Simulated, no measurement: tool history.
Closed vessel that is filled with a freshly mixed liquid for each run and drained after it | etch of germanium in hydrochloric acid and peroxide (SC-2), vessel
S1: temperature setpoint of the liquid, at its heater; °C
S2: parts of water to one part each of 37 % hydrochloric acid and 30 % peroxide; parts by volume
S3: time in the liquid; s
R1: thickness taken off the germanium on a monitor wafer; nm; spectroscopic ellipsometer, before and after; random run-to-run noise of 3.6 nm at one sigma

run 1 hour=0.0 | S1=61.0 S2=11.5 S3=90 | R1=364.01
run 2 hour=0.9 | S1=61.0 S2=11.5 S3=90 | R1=364.86
run 3 hour=2.4 | S1=65.5 S2=11.5 S3=90 | R1=412.13
run 4 hour=4.0 | S1=66.5 S2=11.5 S3=90 | R1=421.37
run 5 hour=7.8 | S1=66.5 S2=11.5 S3=100 | R1=473.75
run 6 hour=15.2 | S1=72.0 S2=11.5 S3=100 | R1=539.48

What will run 7 give?
run 7 hour=21.1 | S1=71.5 S2=11.5 S3=100 | R1=?

R1: 536.49 nm
